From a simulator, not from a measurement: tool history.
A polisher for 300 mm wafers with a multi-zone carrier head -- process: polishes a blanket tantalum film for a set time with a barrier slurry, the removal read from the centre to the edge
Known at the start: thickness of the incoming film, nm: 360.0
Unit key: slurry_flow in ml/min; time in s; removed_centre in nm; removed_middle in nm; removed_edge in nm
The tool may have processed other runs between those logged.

run,hour,slurry_flow,centre_zone,middle_zone,edge_zone,slurry_solids,time,removed_centre,removed_middle,removed_edge
1,0,315,1,1,1,1,40,67.161,66.874,65.363
2,4.7,315,1,1.05,1,1,40,67.028,69.247,65.695
3,6.5,315,1,1.05,1,1,37,61.088,63.735,60.219
4,9.7,315,1,1.05,1,1,44,72.993,76.788,71.191
5,11.9,255,1,1.05,1,1,44,72.703,74.652,70.073
6,18,255,1,1.05,1,0.85,44,70.133,72.38,69.65
7,23.3,240,0.9,0.95,0.9,0.6,33,42.91,46.081,44.121

Run 8 has not been measured yet. What should we expect?
8,28.5,240,0.89,0.96,0.94,0.6,33,?,?,?

removed_centre: 42.373 nm
removed_middle: 45.811 nm
removed_edge: 45.963 nm
